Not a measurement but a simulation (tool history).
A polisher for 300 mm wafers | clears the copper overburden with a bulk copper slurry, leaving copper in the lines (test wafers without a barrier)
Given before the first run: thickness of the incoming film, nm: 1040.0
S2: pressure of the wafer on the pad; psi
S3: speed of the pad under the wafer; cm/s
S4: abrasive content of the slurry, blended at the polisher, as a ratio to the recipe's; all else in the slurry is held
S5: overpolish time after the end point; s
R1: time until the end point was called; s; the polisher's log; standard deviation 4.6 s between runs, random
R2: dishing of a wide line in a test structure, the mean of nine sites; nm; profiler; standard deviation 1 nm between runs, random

{"run": 1, "hour": 0.0, "flow of slurry (ml/min)": 165, "S2": 1.8, "S3": 118, "S4": 1, "S5": 21, "R1": 176.75, "R2": 72.21}
{"run": 2, "hour": 2.0, "flow of slurry (ml/min)": 165, "S2": 1.7, "S3": 118, "S4": 1, "S5": 20, "R1": 178.43, "R2": 62.417}
{"run": 3, "hour": 5.6, "flow of slurry (ml/min)": 165, "S2": 1.9, "S3": 118, "S4": 1, "S5": 20, "R1": 163.07, "R2": 73.535}
{"run": 4, "hour": 13.3, "flow of slurry (ml/min)": 165, "S2": 2.3, "S3": 118, "S4": 1, "S5": 20, "R1": 140.83, "R2": 81.672}
{"run": 5, "hour": 16.8, "flow of slurry (ml/min)": 165, "S2": 2.1, "S3": 116, "S4": 1, "S5": 20, "R1": 156.18, "R2": 73.489}
{"run": 6, "hour": 23.5, "flow of slurry (ml/min)": 130, "S2": 2.1, "S3": 116, "S4": 1, "S5": 20, "R1": 160.04, "R2": 71.488}
{"run": 7, "hour": 30.0, "flow of slurry (ml/min)": 130, "S2": 2, "S3": 114, "S4": 1, "S5": 20, "R1": 167.49, "R2": 69.17}
{"run": 8, "hour": 30.7, "flow of slurry (ml/min)": 130, "S2": 1.9, "S3": 112, "S4": 1, "S5": 20, "R1": 181.84, "R2": 68.972}
{"run": 9, "hour": 33.2, "flow of slurry (ml/min)": 130, "S2": 1.8, "S3": 112, "S4": 1, "S5": 19, "R1": 188.4, "R2": 59.106}

The next listed run, before its measurement:
{"run": 10, "hour": 37.4, "flow of slurry (ml/min)": 130, "S2": 1.3, "S3": 102, "S4": 1, "S5": 23, "R1": "?", "R2": "?"}

Logged for run 10: R1 266.02 s, R2 54.944 nm.

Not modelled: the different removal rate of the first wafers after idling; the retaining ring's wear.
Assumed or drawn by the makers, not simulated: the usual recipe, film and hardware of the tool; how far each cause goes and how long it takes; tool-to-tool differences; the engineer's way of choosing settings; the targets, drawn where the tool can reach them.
